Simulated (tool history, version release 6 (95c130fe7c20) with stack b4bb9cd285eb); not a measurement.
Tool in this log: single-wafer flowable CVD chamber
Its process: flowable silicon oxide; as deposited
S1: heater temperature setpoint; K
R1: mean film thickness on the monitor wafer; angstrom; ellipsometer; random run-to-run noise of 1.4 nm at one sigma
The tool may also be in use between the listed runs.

Run 1, hour 0.0: S1 368.15 K, chamber pressure (Pa) 113.2, RF power (kW) 1.990, deposition time (s) 608. Result: R1 4497.4 angstrom.
Run 2, hour 4.7: S1 368.15 K, chamber pressure (Pa) 113.2, RF power (kW) 1.990, deposition time (s) 579. Result: R1 4333.9 angstrom.
Run 3, hour 8.1: S1 374.15 K, chamber pressure (Pa) 113.1, RF power (kW) 1.990, deposition time (s) 579. Result: R1 3440.4 angstrom.
Run 4, hour 15.8: S1 378.15 K, chamber pressure (Pa) 112.9, RF power (kW) 1.990, deposition time (s) 579. Result: R1 2931.7 angstrom.
Run 5, hour 22.1: S1 378.15 K, chamber pressure (Pa) 112.9, RF power (kW) 1.715, deposition time (s) 579. Result: R1 2805.9 angstrom.
Run 6, hour 25.1: S1 380.15 K, chamber pressure (Pa) 112.9, RF power (kW) 1.715, deposition time (s) 579. Result: R1 2642.7 angstrom.
Run 7, hour 29.3: S1 381.15 K, chamber pressure (Pa) 112.9, RF power (kW) 1.715, deposition time (s) 579. Result: R1 2524.5 angstrom.

Expected results for the next run?
Run 8, hour 35.4: S1 384.15 K, chamber pressure (Pa) 112.8, RF power (kW) 1.715, deposition time (s) 579. Result: R1 ?.

{"run 8": {"R1": 2241.8}}

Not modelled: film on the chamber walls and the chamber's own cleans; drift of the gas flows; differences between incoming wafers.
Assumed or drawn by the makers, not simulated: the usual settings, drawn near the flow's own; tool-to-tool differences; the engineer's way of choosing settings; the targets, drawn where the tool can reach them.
